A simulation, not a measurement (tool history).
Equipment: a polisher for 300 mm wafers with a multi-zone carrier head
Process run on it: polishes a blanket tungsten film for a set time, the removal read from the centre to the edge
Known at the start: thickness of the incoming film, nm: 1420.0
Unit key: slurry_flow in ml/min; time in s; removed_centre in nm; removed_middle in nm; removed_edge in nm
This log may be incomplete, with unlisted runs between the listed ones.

run	hour	slurry_flow	centre_zone	middle_zone	edge_zone	slurry_solids	time	removed_centre	removed_middle	removed_edge
1	0.0	160	1.00	1.00	1.00	1.00	56	271.48	267.05	265.19
2	5.2	155	1.02	0.98	0.97	0.90	55	259.51	242.35	240.68
3	10.3	145	1.02	0.96	0.94	0.85	55	247.62	238.24	231.84
4	11.8	145	1.02	0.96	0.97	0.85	55	248.89	234.23	243.35
5	15.7	145	1.04	0.94	0.94	0.80	55	246.00	223.55	231.48
6	16.4	160	1.04	0.94	0.94	0.80	55	258.02	238.19	238.34
7	22.8	145	1.06	0.93	0.92	0.75	55	246.19	224.04	225.80

Run 8 is up next; what results do you expect?
8	29.5	135	1.08	0.92	0.90	0.75	55	?	?	?

{"run 8": {"removed_centre": 250.89, "removed_middle": 215.91, "removed_edge": 220.51}}

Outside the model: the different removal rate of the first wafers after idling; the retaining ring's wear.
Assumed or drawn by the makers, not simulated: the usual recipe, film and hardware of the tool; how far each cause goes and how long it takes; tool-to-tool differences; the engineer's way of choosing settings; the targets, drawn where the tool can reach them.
